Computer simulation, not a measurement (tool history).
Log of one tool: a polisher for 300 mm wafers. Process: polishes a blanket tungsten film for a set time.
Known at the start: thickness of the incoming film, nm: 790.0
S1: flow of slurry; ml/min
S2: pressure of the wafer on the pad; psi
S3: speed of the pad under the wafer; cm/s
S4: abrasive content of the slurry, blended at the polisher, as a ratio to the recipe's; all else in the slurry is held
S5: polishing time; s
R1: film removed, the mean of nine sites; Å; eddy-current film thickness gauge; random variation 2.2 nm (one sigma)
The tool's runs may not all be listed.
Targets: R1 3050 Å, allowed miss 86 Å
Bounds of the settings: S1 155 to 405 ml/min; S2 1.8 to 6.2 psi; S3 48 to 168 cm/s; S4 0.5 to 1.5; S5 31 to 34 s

run  hour   S1   S2   S3   S4  S5      R1
  1     0  260    4  108    1  34  1809.5
  2   8.8  260    4  108  1.2  34    1906
  3  16.8  265  4.6  108  1.2  34  2132.6
  4    21  325  4.6  108  1.2  34  2165.4
  5  26.9  360  4.6  108  1.2  34    2200
  6  28.4  360  4.6  108  1.2  34  2218.8
  7  30.1  360    5  108  1.2  34  2378.3
  8  36.7  360  5.4  108  1.2  34  2567.2
  9    43  360  5.6  108  1.2  34  2660.8
 10  45.4  360  5.8  108  1.2  34  2732.6

5 next moves are on the table. One of them brings every result within its allowed miss. Which?
  A  47.8  380  5.7  106   1.3  34   ?
  B  47.8  340  5.5  104  1.15  32   ?
  C  47.8  360  5.5  110  1.25  31   ?
  D  47.8  330  6.2  130  0.95  31   ?
  E  47.8  405  6.2  120   1.2  34   ?

move      R1
   A  2733.3
   B  2350.4
   C  2462.2
   D  3035.7
   E  3298.9
A: as far off as the last run
B: further off than the last run
C: further off than the last run
D: meets every target
E: takes the result that was furthest off past its target
Answer: D
